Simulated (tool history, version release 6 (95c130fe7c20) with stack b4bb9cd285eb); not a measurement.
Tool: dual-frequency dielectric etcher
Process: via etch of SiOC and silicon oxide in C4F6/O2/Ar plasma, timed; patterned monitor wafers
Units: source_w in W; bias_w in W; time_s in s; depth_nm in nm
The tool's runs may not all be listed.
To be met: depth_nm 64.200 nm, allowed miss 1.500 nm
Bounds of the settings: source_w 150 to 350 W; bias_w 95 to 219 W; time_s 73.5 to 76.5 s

run 1 day=0.000 | source_w=250 bias_w=157 time_s=73.5 | depth_nm=71.393
run 2 day=0.054 | source_w=250 bias_w=157 time_s=76.5 | depth_nm=74.906
run 3 day=0.288 | source_w=280 bias_w=157 time_s=76.5 | depth_nm=77.987
run 4 day=0.367 | source_w=270 bias_w=153 time_s=76.5 | depth_nm=76.227
run 5 day=0.404 | source_w=270 bias_w=153 time_s=76.5 | depth_nm=76.969
run 6 day=0.750 | source_w=270 bias_w=153 time_s=76.5 | depth_nm=75.739
run 7 day=0.775 | source_w=270 bias_w=153 time_s=76.5 | depth_nm=76.601
run 8 day=1.046 | source_w=260 bias_w=150 time_s=76.5 | depth_nm=74.504
run 9 day=1.079 | source_w=250 bias_w=148 time_s=76.5 | depth_nm=72.715
run 10 day=1.304 | source_w=240 bias_w=147 time_s=76.5 | depth_nm=71.381
run 11 day=1.658 | source_w=230 bias_w=146 time_s=76.5 | depth_nm=70.051
run 12 day=1.692 | source_w=220 bias_w=145 time_s=76.5 | depth_nm=69.177
run 13 day=1.946 | source_w=220 bias_w=144 time_s=76.5 | depth_nm=68.797
run 14 day=2.104 | source_w=180 bias_w=136 time_s=76.5 | depth_nm=61.498

Which of these 4 next moves meets every target?
run A day=2.262 | source_w=180 bias_w=143 time_s=75.5 | depth_nm=?
run B day=2.262 | source_w=180 bias_w=162 time_s=74.5 | depth_nm=?
run C day=2.262 | source_w=170 bias_w=131 time_s=74.5 | depth_nm=?
run D day=2.262 | source_w=230 bias_w=106 time_s=73.5 | depth_nm=?

move=A depth_nm=61.844
move=B depth_nm=63.843
move=C depth_nm=57.705
move=D depth_nm=60.230
A: nearer than the last run, and not there yet
B: meets every target
C: further off than the last run
D: further off than the last run
Move B is the one to make.

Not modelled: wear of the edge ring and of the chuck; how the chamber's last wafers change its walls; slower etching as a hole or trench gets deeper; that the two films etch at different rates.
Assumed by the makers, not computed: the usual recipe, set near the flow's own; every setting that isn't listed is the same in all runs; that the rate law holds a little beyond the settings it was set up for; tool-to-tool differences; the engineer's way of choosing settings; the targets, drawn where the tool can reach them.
